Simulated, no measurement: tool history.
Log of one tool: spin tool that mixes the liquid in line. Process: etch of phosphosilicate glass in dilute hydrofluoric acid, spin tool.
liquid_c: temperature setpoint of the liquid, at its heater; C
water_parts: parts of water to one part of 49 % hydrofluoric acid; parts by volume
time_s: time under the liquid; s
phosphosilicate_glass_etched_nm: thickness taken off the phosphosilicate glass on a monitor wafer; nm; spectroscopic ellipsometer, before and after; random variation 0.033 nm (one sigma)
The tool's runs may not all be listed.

run  hour  liquid_c  water_parts  time_s  phosphosilicate_glass_etched_nm
  1   0.0      22.0          185      20                           8.2374
  2   5.1      25.5          185      20                           9.2377
  3  12.2      24.0          185      20                           8.8671
  4  17.8      24.0          185      20                           8.8008
  5  23.1      22.0          200      20                           7.4877
  6  29.3      20.5          210      20                           6.6524
  7  38.3      19.5          220      20                           6.0601
  8  42.3      19.0          225      20                           5.7709

The next listed run, before its measurement:
  9  48.4      19.0          225      20                                ?

phosphosilicate_glass_etched_nm: 5.7626 nm

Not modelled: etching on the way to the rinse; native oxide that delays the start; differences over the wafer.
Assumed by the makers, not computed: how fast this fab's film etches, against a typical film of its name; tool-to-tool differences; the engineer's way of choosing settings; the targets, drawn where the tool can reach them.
